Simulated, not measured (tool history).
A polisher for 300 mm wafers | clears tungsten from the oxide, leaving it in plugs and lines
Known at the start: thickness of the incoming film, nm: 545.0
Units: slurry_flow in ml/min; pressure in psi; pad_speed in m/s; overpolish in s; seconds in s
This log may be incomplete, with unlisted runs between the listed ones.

Run 1, day 0.000: slurry_flow 135 ml/min, pressure 2.4 psi, pad_speed 1.38 m/s, slurry_solids 1.0, overpolish 23 s. Result: seconds 106.530 s.
Run 2, day 0.262: slurry_flow 105 ml/min, pressure 2.4 psi, pad_speed 1.38 m/s, slurry_solids 1.0, overpolish 23 s. Result: seconds 111.350 s.
Run 3, day 0.433: slurry_flow 105 ml/min, pressure 2.4 psi, pad_speed 1.38 m/s, slurry_solids 0.9, overpolish 23 s. Result: seconds 117.860 s.
Run 4, day 0.758: slurry_flow 110 ml/min, pressure 2.5 psi, pad_speed 1.38 m/s, slurry_solids 0.9, overpolish 23 s. Result: seconds 109.060 s.
Run 5, day 0.975: slurry_flow 110 ml/min, pressure 2.5 psi, pad_speed 1.56 m/s, slurry_solids 0.9, overpolish 23 s. Result: seconds 96.653 s.
Run 6, day 1.033: slurry_flow 115 ml/min, pressure 2.5 psi, pad_speed 1.56 m/s, slurry_solids 0.9, overpolish 23 s. Result: seconds 96.706 s.
Run 7, day 1.221: slurry_flow 120 ml/min, pressure 2.5 psi, pad_speed 1.56 m/s, slurry_solids 0.9, overpolish 23 s. Result: seconds 95.406 s.
Run 8, day 1.292: slurry_flow 125 ml/min, pressure 2.5 psi, pad_speed 1.56 m/s, slurry_solids 0.9, overpolish 23 s. Result: seconds 91.528 s.

Run 9 comes next. What will it give?
Run 9, day 1.350: slurry_flow 130 ml/min, pressure 2.5 psi, pad_speed 1.56 m/s, slurry_solids 0.9, overpolish 23 s. Result: seconds ?.

{"run 9": {"seconds": 91.46}}
